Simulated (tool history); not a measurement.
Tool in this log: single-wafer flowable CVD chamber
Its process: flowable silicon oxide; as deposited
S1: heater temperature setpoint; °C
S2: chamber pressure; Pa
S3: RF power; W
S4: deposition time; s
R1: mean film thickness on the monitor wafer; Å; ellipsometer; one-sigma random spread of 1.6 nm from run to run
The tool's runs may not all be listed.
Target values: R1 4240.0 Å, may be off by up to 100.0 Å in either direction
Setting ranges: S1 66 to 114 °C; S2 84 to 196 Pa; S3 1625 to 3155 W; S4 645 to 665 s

| run | hour | S1 | S2 | S3 | S4 | R1 |
|---|---|---|---|---|---|---|
| 1 | 0.0 | 90 | 140 | 2390 | 645 | 8529.5 |
| 2 | 1.3 | 90 | 140 | 2085 | 645 | 8226.5 |
| 3 | 4.0 | 90 | 140 | 1905 | 645 | 7992.4 |
| 4 | 10.9 | 94 | 140 | 1905 | 645 | 6873.5 |
| 5 | 19.5 | 94 | 131 | 1905 | 645 | 6454.0 |
| 6 | 21.6 | 97 | 131 | 1905 | 645 | 5754.6 |
| 7 | 30.5 | 108 | 131 | 1905 | 645 | 3790.3 |
| 8 | 32.9 | 108 | 131 | 1905 | 645 | 3799.5 |
| 9 | 36.5 | 104 | 131 | 1905 | 645 | 4430.6 |

Exercise: of the 4 proposed moves below, exactly one satisfies all targets within the stated allowed misses. Which move is it?
| A | 40.1 | 107 | 133 | 1745 | 659 | ? |
| B | 40.1 | 105 | 144 | 1720 | 645 | ? |
| C | 40.1 | 105 | 128 | 1850 | 656 | ? |
| D | 40.1 | 105 | 120 | 2135 | 645 | ? |

| move | R1 |
|---|---|
| A | 3992.8 |
| B | 4512.3 |
| C | 4193.3 |
| D | 4018.4 |
A: takes the result that was furthest off past its target
B: the biggest miss grows against the last run
C: hits every target within its allowed miss
D: takes the result that was furthest off past its target
C meets every target.

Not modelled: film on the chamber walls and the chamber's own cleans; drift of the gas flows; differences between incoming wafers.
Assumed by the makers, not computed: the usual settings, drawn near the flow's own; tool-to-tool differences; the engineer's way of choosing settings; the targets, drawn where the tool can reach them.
